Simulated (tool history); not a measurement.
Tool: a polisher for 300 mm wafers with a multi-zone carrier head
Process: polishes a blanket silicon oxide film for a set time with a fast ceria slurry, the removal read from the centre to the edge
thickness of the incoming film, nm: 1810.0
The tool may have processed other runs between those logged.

| run | day | flow of slurry (ml/min) | pressure of the head's centre zone | pressure of the head's middle zone | pressure of the head's edge zone | polishing time (s) | film removed at the wafer's centre (Å) | film removed at mid-radius (Å) | film removed at the wafer's edge (Å) |
|---|---|---|---|---|---|---|---|---|---|
| 1 | 0 | 130 | 1 | 1 | 1 | 49 | 7728.5 | 7703 | 7905.7 |
| 2 | 0.196 | 135 | 1.01 | 0.98 | 1.04 | 51 | 8289 | 7962.5 | 8296.3 |
| 3 | 0.571 | 135 | 1.01 | 0.98 | 1.04 | 43 | 6834.8 | 6592.1 | 7087.2 |
| 4 | 0.608 | 135 | 1.01 | 0.95 | 1.07 | 47 | 7533.6 | 7329.2 | 7686.8 |
| 5 | 0.812 | 135 | 1.06 | 0.95 | 1.07 | 47 | 7741.2 | 7228.5 | 7758.6 |
| 6 | 0.925 | 135 | 1.06 | 0.95 | 1.07 | 58 | 9567.1 | 8669.6 | 9851.6 |
| 7 | 1.262 | 135 | 1.07 | 0.94 | 1.09 | 58 | 9536.3 | 8832.5 | 9596.3 |

Expected results for the next run?
| 8 | 1.492 | 130 | 1.07 | 0.91 | 1.08 | 59 | ? | ? | ? |

Logged for run 8: film removed at the wafer's centre (Å) 9711.9, film removed at mid-radius (Å) 8582, film removed at the wafer's edge (Å) 9839.1.
